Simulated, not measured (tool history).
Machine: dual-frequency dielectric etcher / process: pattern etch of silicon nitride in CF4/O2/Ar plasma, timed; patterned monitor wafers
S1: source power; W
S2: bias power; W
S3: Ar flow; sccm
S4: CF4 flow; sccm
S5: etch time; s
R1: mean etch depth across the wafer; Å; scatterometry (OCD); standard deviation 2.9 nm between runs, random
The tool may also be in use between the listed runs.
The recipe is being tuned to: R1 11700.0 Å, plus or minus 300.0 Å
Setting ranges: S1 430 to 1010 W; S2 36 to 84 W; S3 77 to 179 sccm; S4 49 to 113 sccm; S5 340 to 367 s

{"run": 1, "hour": 0.0, "S1": 720, "S2": 60, "S3": 128, "S4": 81, "S5": 367, "R1": 9393.5}
{"run": 2, "hour": 2.8, "S1": 720, "S2": 60, "S3": 128, "S4": 95, "S5": 367, "R1": 9661.0}
{"run": 3, "hour": 7.8, "S1": 720, "S2": 60, "S3": 113, "S4": 95, "S5": 367, "R1": 9864.0}
{"run": 4, "hour": 15.7, "S1": 740, "S2": 60, "S3": 113, "S4": 95, "S5": 367, "R1": 10014.0}
{"run": 5, "hour": 24.5, "S1": 760, "S2": 60, "S3": 113, "S4": 95, "S5": 367, "R1": 10238.0}
{"run": 6, "hour": 25.6, "S1": 780, "S2": 60, "S3": 113, "S4": 95, "S5": 367, "R1": 10435.0}
{"hour": 26.6, "done": "wet clean of the chamber"}
{"run": 7, "hour": 26.6, "S1": 800, "S2": 60, "S3": 113, "S4": 95, "S5": 367, "R1": 10876.0}
{"run": 8, "hour": 31.6, "S1": 810, "S2": 60, "S3": 113, "S4": 95, "S5": 367, "R1": 10964.0}
{"run": 9, "hour": 40.5, "S1": 820, "S2": 60, "S3": 113, "S4": 95, "S5": 367, "R1": 11110.0}
{"run": 10, "hour": 47.7, "S1": 830, "S2": 60, "S3": 113, "S4": 95, "S5": 367, "R1": 11180.0}

Of the 4 settings listed for the next run, only one would bring every result within its allowed miss of target. Which one?
{"run": "A", "hour": 54.9, "S1": 890, "S2": 55, "S3": 121, "S4": 106, "S5": 345, "R1": "?"}
{"run": "B", "hour": 54.9, "S1": 900, "S2": 56, "S3": 111, "S4": 102, "S5": 340, "R1": "?"}
{"run": "C", "hour": 54.9, "S1": 940, "S2": 50, "S3": 112, "S4": 102, "S5": 367, "R1": "?"}
{"run": "D", "hour": 54.9, "S1": 840, "S2": 61, "S3": 100, "S4": 96, "S5": 343, "R1": "?"}

move=A R1=10814.0
move=B R1=10901.0
move=C R1=11633.0
move=D R1=10864.0
A: moves away from the targets compared with the last run
B: moves away from the targets compared with the last run
C: each result inside its tolerance
D: moves away from the targets compared with the last run
So the answer is move C, the one that meets all the targets.
